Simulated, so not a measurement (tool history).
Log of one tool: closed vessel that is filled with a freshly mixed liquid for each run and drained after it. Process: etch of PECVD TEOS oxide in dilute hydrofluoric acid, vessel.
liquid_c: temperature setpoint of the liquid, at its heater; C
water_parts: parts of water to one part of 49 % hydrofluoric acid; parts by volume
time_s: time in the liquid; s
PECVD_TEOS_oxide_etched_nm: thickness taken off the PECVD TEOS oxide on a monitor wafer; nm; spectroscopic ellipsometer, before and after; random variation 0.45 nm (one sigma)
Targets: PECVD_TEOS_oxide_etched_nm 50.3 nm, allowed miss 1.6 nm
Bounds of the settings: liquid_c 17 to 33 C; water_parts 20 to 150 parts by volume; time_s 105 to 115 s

Run 1, hour 0: liquid_c 25 C, water_parts 85 parts by volume, time_s 105 s. Result: PECVD_TEOS_oxide_etched_nm 34.411 nm.
Run 2, hour 2.7: liquid_c 26 C, water_parts 85 parts by volume, time_s 105 s. Result: PECVD_TEOS_oxide_etched_nm 35.68 nm.
Run 3, hour 4.2: liquid_c 27 C, water_parts 85 parts by volume, time_s 105 s. Result: PECVD_TEOS_oxide_etched_nm 37.464 nm.
Run 4, hour 12.1: liquid_c 28 C, water_parts 85 parts by volume, time_s 105 s. Result: PECVD_TEOS_oxide_etched_nm 38.925 nm.
Run 5, hour 19.9: liquid_c 28 C, water_parts 60 parts by volume, time_s 105 s. Result: PECVD_TEOS_oxide_etched_nm 56.762 nm.
Run 6, hour 23: liquid_c 28 C, water_parts 35 parts by volume, time_s 105 s. Result: PECVD_TEOS_oxide_etched_nm 101.3 nm.
Run 7, hour 24.6: liquid_c 26.5 C, water_parts 40 parts by volume, time_s 105 s. Result: PECVD_TEOS_oxide_etched_nm 82.775 nm.
Run 8, hour 27.1: liquid_c 25 C, water_parts 40 parts by volume, time_s 105 s. Result: PECVD_TEOS_oxide_etched_nm 77.67 nm.
Run 9, hour 29.6: liquid_c 24 C, water_parts 40 parts by volume, time_s 105 s. Result: PECVD_TEOS_oxide_etched_nm 74.712 nm.
Run 10, hour 30.9: liquid_c 23 C, water_parts 40 parts by volume, time_s 105 s. Result: PECVD_TEOS_oxide_etched_nm 71.4 nm.
Run 11, hour 39.3: liquid_c 19 C, water_parts 50 parts by volume, time_s 105 s. Result: PECVD_TEOS_oxide_etched_nm 47.885 nm.

5 next moves are on the table. One of them brings every result within its allowed miss. Which?
Run A, hour 47.7: liquid_c 19 C, water_parts 60 parts by volume, time_s 115 s. Result: PECVD_TEOS_oxide_etched_nm ?.
Run B, hour 47.7: liquid_c 18 C, water_parts 50 parts by volume, time_s 115 s. Result: PECVD_TEOS_oxide_etched_nm ?.
Run C, hour 47.7: liquid_c 21 C, water_parts 55 parts by volume, time_s 105 s. Result: PECVD_TEOS_oxide_etched_nm ?.
Run D, hour 47.7: liquid_c 19.5 C, water_parts 45 parts by volume, time_s 105 s. Result: PECVD_TEOS_oxide_etched_nm ?.
Run E, hour 47.7: liquid_c 17 C, water_parts 45 parts by volume, time_s 115 s. Result: PECVD_TEOS_oxide_etched_nm ?.

move  PECVD_TEOS_oxide_etched_nm
   A                      42.834
   B                      49.771
   C                       46.74
   D                      54.197
   E                      53.217
A: further off than the last run
B: meets every target
C: further off than the last run
D: takes the result that was furthest off past its target
E: takes the result that was furthest off past its target
Answer: B
